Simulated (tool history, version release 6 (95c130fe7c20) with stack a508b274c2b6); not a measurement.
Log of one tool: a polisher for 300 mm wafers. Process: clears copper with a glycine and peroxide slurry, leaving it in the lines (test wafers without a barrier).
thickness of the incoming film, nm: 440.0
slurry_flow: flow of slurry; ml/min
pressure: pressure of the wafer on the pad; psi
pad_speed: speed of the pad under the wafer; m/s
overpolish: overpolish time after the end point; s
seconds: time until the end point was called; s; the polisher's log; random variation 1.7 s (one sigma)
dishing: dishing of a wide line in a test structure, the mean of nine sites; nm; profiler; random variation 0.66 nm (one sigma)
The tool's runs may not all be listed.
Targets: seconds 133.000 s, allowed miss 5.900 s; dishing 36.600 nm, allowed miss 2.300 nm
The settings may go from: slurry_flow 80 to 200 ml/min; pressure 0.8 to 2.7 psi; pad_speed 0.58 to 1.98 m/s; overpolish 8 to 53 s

| run | hour | slurry_flow | pressure | pad_speed | overpolish | seconds | dishing |
|---|---|---|---|---|---|---|---|
| 1 | 0.0 | 130 | 1.7 | 1.28 | 27 | 93.202 | 54.754 |
| 2 | 7.1 | 130 | 1.7 | 1.28 | 19 | 94.110 | 49.139 |
| 3 | 7.6 | 120 | 1.7 | 1.28 | 19 | 93.608 | 45.986 |
| 4 | 8.3 | 120 | 1.7 | 1.28 | 15 | 93.393 | 41.507 |
| 5 | 12.3 | 115 | 1.6 | 1.26 | 15 | 99.932 | 41.378 |
| 6 | 14.1 | 85 | 1.6 | 1.26 | 15 | 104.900 | 39.265 |
| 7 | 23.1 | 85 | 1.1 | 1.22 | 15 | 141.820 | 33.427 |
| 8 | 25.9 | 95 | 1.2 | 1.20 | 20 | 131.000 | 39.557 |
| 9 | 29.5 | 95 | 1.2 | 1.20 | 19 | 133.350 | 40.560 |

5 next moves are on the table. One of them brings every result within its allowed miss. Which?
| A | 33.1 | 100 | 1.1 | 1.14 | 17 | ? | ? |
| B | 33.1 | 80 | 1.2 | 1.26 | 22 | ? | ? |
| C | 33.1 | 90 | 1.4 | 1.10 | 21 | ? | ? |
| D | 33.1 | 95 | 1.1 | 1.48 | 28 | ? | ? |
| E | 33.1 | 95 | 1.3 | 1.12 | 16 | ? | ? |

| move | seconds | dishing |
|---|---|---|
| A | 147.790 | 36.034 |
| B | 135.480 | 43.979 |
| C | 130.570 | 44.175 |
| D | 124.100 | 50.676 |
| E | 134.520 | 36.732 |
A: brings the result that was furthest off to its target, and leaves another outside
B: further off than the last run
C: further off than the last run
D: further off than the last run
E: meets every target
Answer: E
